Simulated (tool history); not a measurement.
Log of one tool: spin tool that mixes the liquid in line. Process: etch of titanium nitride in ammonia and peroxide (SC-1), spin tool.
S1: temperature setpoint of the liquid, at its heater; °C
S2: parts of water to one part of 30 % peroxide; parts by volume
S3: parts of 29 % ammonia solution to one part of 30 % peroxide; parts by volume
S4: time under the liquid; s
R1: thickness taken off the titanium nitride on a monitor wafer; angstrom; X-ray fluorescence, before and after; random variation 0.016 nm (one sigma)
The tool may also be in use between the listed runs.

Run 1, hour 0: S1 63 °C, S2 6.5 parts by volume, S3 0.75 parts by volume, S4 15 s. Result: R1 53.59 angstrom.
Run 2, hour 0.7: S1 58.5 °C, S2 6.5 parts by volume, S3 0.75 parts by volume, S4 15 s. Result: R1 39.822 angstrom.
Run 3, hour 7.9: S1 55.5 °C, S2 6.5 parts by volume, S3 0.75 parts by volume, S4 15 s. Result: R1 32.614 angstrom.
Run 4, hour 10.4: S1 53.5 °C, S2 6.5 parts by volume, S3 0.75 parts by volume, S4 15 s. Result: R1 28.435 angstrom.
Run 5, hour 13.1: S1 59 °C, S2 6.5 parts by volume, S3 0.75 parts by volume, S4 15 s. Result: R1 40.653 angstrom.
Run 6, hour 21.8: S1 59 °C, S2 6.5 parts by volume, S3 0.55 parts by volume, S4 15 s. Result: R1 39.763 angstrom.

The next listed run, before its measurement:
Run 7, hour 26.2: S1 56 °C, S2 6.5 parts by volume, S3 0.55 parts by volume, S4 15 s. Result: R1 ?.

Run 7 gave R1 32.167 angstrom.

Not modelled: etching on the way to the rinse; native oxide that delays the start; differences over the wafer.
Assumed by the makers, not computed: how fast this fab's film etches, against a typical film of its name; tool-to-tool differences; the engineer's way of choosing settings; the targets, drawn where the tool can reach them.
